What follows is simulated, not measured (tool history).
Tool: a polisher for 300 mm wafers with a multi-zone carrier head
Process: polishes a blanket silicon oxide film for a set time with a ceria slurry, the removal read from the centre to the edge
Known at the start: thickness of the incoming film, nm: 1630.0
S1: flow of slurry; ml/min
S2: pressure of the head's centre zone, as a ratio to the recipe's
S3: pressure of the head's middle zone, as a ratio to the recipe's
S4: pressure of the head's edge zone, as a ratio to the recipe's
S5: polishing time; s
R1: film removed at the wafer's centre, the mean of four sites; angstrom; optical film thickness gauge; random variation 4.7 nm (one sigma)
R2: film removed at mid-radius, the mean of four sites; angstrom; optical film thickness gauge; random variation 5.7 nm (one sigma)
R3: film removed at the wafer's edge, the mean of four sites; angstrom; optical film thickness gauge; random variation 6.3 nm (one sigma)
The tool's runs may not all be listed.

run 1 hour=0.0 | S1=165 S2=1.00 S3=1.00 S4=1.00 S5=67 | R1=4614.3 R2=4652.9 R3=4800.2
run 2 hour=1.9 | S1=175 S2=1.01 S3=1.01 S4=1.02 S5=68 | R1=4743.8 R2=4830.4 R3=4779.7
run 3 hour=7.1 | S1=175 S2=1.01 S3=0.94 S4=1.02 S5=68 | R1=4710.3 R2=4576.0 R3=4839.6
run 4 hour=10.8 | S1=175 S2=1.01 S3=0.94 S4=1.02 S5=80 | R1=5643.2 R2=5417.8 R3=5765.0
run 5 hour=19.5 | S1=175 S2=0.95 S3=0.94 S4=1.02 S5=80 | R1=5302.2 R2=5360.1 R3=5712.3
run 6 hour=21.0 | S1=175 S2=0.90 S3=0.94 S4=1.02 S5=80 | R1=4957.0 R2=5469.3 R3=5751.6
-- hour=22.0 slurry nozzle cleaned
run 7 hour=22.0 | S1=185 S2=0.91 S3=0.94 S4=1.02 S5=80 | R1=5365.5 R2=5735.9 R3=5961.9

Forecast run 8:
run 8 hour=30.3 | S1=185 S2=0.92 S3=0.94 S4=1.01 S5=80 | R1=? R2=? R3=?

{"run 8": {"R1": 5531.4, "R2": 5815.5, "R3": 5956.7}}
